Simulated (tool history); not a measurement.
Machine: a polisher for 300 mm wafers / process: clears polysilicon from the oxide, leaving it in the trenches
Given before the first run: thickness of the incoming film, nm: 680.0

| run | hour | flow of slurry (ml/min) | pressure of the wafer on the pad (kPa) | speed of the pad under the wafer (cm/s) | overpolish time after the end point (s) | time until the end point was called (s) | dishing of a wide line in a test structure (Å) |
|---|---|---|---|---|---|---|---|
| 1 | 0.0 | 200 | 15.9 | 100 | 14 | 68.319 | 678.50 |
| 2 | 8.1 | 205 | 17.2 | 100 | 12 | 62.112 | 641.86 |
| 3 | 11.9 | 205 | 17.2 | 100 | 15 | 62.385 | 693.50 |
| 4 | 14.5 | 210 | 18.6 | 100 | 14 | 57.686 | 725.06 |
| 5 | 22.5 | 210 | 20.7 | 100 | 14 | 51.399 | 731.56 |
| 6 | 28.9 | 215 | 21.4 | 100 | 13 | 50.665 | 732.14 |
| 7 | 33.9 | 215 | 22.1 | 100 | 11 | 48.990 | 703.18 |
| 8 | 41.3 | 215 | 22.8 | 100 | 10 | 47.234 | 685.86 |
| 9 | 47.0 | 215 | 23.4 | 100 | 9 | 45.903 | 658.14 |
|  | 54.8 | worn pad replaced by a new one |
| 10 | 54.8 | 220 | 24.1 | 100 | 8 | 39.519 | 645.48 |
| 11 | 56.5 | 215 | 24.1 | 100 | 8 | 39.783 | 658.83 |

Predict the results of run 12:
| 12 | 63.0 | 215 | 23.4 | 100 | 8 | ? | ? |

time until the end point was called (s): 40.948
dishing of a wide line in a test structure (Å): 648.95
